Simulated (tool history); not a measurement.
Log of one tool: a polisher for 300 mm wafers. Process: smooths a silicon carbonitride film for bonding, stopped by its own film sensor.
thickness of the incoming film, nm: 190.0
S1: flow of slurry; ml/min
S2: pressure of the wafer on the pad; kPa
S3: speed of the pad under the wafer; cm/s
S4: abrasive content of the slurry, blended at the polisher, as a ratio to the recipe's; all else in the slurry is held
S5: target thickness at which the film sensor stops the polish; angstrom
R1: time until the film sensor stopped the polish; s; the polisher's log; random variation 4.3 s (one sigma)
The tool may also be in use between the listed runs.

run,day,S1,S2,S3,S4,S5,R1
1,0,310,17.2,84,1,1560,149.19
2,0.058,310,17.2,84,1.2,1560,144.32
3,0.083,310,15.9,82,1.2,1560,153.85
4,0.346,310,20,82,1.2,1560,126.51
5,0.675,310,17.9,80,1.2,1560,139.74
6,1.033,310,17.9,60,1.2,1560,172.25
7,1.317,310,17.2,60,1.2,1560,180.04

Run 8 comes next. What will it give?
8,1.562,310,16.5,60,1.2,1560,?

Run 8 gave R1 193.5 s.
